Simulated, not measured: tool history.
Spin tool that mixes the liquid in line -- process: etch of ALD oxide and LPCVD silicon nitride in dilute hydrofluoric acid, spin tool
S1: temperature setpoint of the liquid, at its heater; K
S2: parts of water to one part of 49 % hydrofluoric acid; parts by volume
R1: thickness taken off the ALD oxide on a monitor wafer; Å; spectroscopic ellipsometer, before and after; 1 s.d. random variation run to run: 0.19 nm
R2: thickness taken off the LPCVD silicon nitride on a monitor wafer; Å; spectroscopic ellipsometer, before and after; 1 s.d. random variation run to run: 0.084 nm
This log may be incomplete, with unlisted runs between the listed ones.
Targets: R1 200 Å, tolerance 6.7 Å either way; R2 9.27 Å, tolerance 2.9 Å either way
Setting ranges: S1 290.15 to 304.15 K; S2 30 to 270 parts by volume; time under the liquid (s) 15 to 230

Run 1, hour 0: S1 296.15 K, S2 150 parts by volume, time under the liquid (s) 120. Result: R1 78.217 Å, R2 2.9182 Å.
Run 2, hour 8.3: S1 293.65 K, S2 150 parts by volume, time under the liquid (s) 120. Result: R1 70.038 Å, R2 2.5663 Å.
Run 3, hour 9: S1 295.65 K, S2 135 parts by volume, time under the liquid (s) 120. Result: R1 86.202 Å, R2 3.6401 Å.
Run 4, hour 15: S1 296.65 K, S2 120 parts by volume, time under the liquid (s) 120. Result: R1 101.7 Å, R2 3.9124 Å.
Run 5, hour 22.8: S1 296.65 K, S2 150 parts by volume, time under the liquid (s) 120. Result: R1 78.912 Å, R2 3.3439 Å.
Run 6, hour 28.5: S1 296.65 K, S2 105 parts by volume, time under the liquid (s) 120. Result: R1 116.97 Å, R2 4.4253 Å.
Run 7, hour 32.1: S1 298.15 K, S2 100 parts by volume, time under the liquid (s) 120. Result: R1 132.56 Å, R2 5.1732 Å.
Run 8, hour 38.7: S1 298.15 K, S2 100 parts by volume, time under the liquid (s) 120. Result: R1 135.38 Å, R2 5.8665 Å.
Run 9, hour 45.6: S1 299.15 K, S2 95 parts by volume, time under the liquid (s) 120. Result: R1 147.53 Å, R2 6.3539 Å.
Run 10, hour 47.4: S1 300.15 K, S2 95 parts by volume, time under the liquid (s) 120. Result: R1 150.46 Å, R2 7.1184 Å.
Run 11, hour 49: S1 301.15 K, S2 55 parts by volume, time under the liquid (s) 120. Result: R1 289.24 Å, R2 11.864 Å.
Run 12, hour 55.2: S1 301.15 K, S2 55 parts by volume, time under the liquid (s) 120. Result: R1 288.03 Å, R2 13.465 Å.
Run 13, hour 62.9: S1 297.15 K, S2 70 parts by volume, time under the liquid (s) 120. Result: R1 185.12 Å, R2 6.3906 Å.
Run 14, hour 69.6: S1 297.65 K, S2 70 parts by volume, time under the liquid (s) 120. Result: R1 193.17 Å, R2 7.3089 Å.

Which one of the following 4 next-run settings gets every result inside its allowed miss? There is exactly one.
Run A, hour 76.3: S1 290.15 K, S2 40 parts by volume, time under the liquid (s) 85. Result: R1 ?, R2 ?.
Run B, hour 76.3: S1 304.15 K, S2 90 parts by volume, time under the liquid (s) 115. Result: R1 ?, R2 ?.
Run C, hour 76.3: S1 300.65 K, S2 80 parts by volume, time under the liquid (s) 140. Result: R1 ?, R2 ?.
Run D, hour 76.3: S1 301.65 K, S2 85 parts by volume, time under the liquid (s) 130. Result: R1 ?, R2 ?.

move      R1      R2
   A  180.13  5.3045
   B  179.35  8.2688
   C  217.94  9.0637
   D  196.63  8.4498
A: its largest miss is bigger than the last run's
B: its largest miss is bigger than the last run's
C: moves the result that the last run missed by most past its target, out the other side
D: each result inside its tolerance
D is the move that brings every result within its allowed miss.
